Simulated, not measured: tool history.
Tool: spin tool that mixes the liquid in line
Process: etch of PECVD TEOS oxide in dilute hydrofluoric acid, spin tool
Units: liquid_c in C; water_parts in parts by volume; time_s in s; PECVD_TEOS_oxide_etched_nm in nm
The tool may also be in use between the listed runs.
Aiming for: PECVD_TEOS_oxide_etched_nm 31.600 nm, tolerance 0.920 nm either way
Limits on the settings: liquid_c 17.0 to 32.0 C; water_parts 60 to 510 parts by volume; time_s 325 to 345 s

Run 1, day 0.000: liquid_c 24.0 C, water_parts 285 parts by volume, time_s 325 s. Result: PECVD_TEOS_oxide_etched_nm 13.904 nm.
Run 2, day 0.354: liquid_c 24.0 C, water_parts 285 parts by volume, time_s 345 s. Result: PECVD_TEOS_oxide_etched_nm 14.773 nm.
Run 3, day 0.658: liquid_c 21.5 C, water_parts 285 parts by volume, time_s 345 s. Result: PECVD_TEOS_oxide_etched_nm 13.549 nm.
Run 4, day 0.946: liquid_c 21.5 C, water_parts 245 parts by volume, time_s 345 s. Result: PECVD_TEOS_oxide_etched_nm 16.120 nm.
Run 5, day 1.096: liquid_c 24.5 C, water_parts 225 parts by volume, time_s 345 s. Result: PECVD_TEOS_oxide_etched_nm 20.169 nm.
Run 6, day 1.400: liquid_c 28.0 C, water_parts 225 parts by volume, time_s 345 s. Result: PECVD_TEOS_oxide_etched_nm 22.580 nm.
Run 7, day 1.496: liquid_c 29.0 C, water_parts 210 parts by volume, time_s 345 s. Result: PECVD_TEOS_oxide_etched_nm 26.085 nm.
Run 8, day 1.712: liquid_c 29.0 C, water_parts 210 parts by volume, time_s 345 s. Result: PECVD_TEOS_oxide_etched_nm 25.860 nm.
Run 9, day 1.904: liquid_c 30.0 C, water_parts 205 parts by volume, time_s 345 s. Result: PECVD_TEOS_oxide_etched_nm 27.148 nm.
Run 10, day 2.233: liquid_c 32.0 C, water_parts 180 parts by volume, time_s 345 s. Result: PECVD_TEOS_oxide_etched_nm 34.342 nm.
Run 11, day 2.333: liquid_c 31.5 C, water_parts 180 parts by volume, time_s 345 s. Result: PECVD_TEOS_oxide_etched_nm 33.944 nm.
Run 12, day 2.592: liquid_c 31.0 C, water_parts 180 parts by volume, time_s 345 s. Result: PECVD_TEOS_oxide_etched_nm 33.716 nm.
Run 13, day 2.942: liquid_c 30.5 C, water_parts 180 parts by volume, time_s 345 s. Result: PECVD_TEOS_oxide_etched_nm 33.378 nm.

Which of these 5 next moves meets every target?
Run A, day 3.292: liquid_c 30.5 C, water_parts 200 parts by volume, time_s 345 s. Result: PECVD_TEOS_oxide_etched_nm ?.
Run B, day 3.292: liquid_c 31.0 C, water_parts 170 parts by volume, time_s 345 s. Result: PECVD_TEOS_oxide_etched_nm ?.
Run C, day 3.292: liquid_c 31.5 C, water_parts 175 parts by volume, time_s 330 s. Result: PECVD_TEOS_oxide_etched_nm ?.
Run D, day 3.292: liquid_c 29.0 C, water_parts 165 parts by volume, time_s 345 s. Result: PECVD_TEOS_oxide_etched_nm ?.
Run E, day 3.292: liquid_c 31.5 C, water_parts 190 parts by volume, time_s 345 s. Result: PECVD_TEOS_oxide_etched_nm ?.

move  PECVD_TEOS_oxide_etched_nm
   A                      28.815
   B                      35.833
   C                      33.660
   D                      34.613
   E                      31.788
A: takes the result that was furthest off past its target
B: the biggest miss grows against the last run
C: the biggest miss grows against the last run
D: the biggest miss grows against the last run
E: all results in spec
The right move is E.

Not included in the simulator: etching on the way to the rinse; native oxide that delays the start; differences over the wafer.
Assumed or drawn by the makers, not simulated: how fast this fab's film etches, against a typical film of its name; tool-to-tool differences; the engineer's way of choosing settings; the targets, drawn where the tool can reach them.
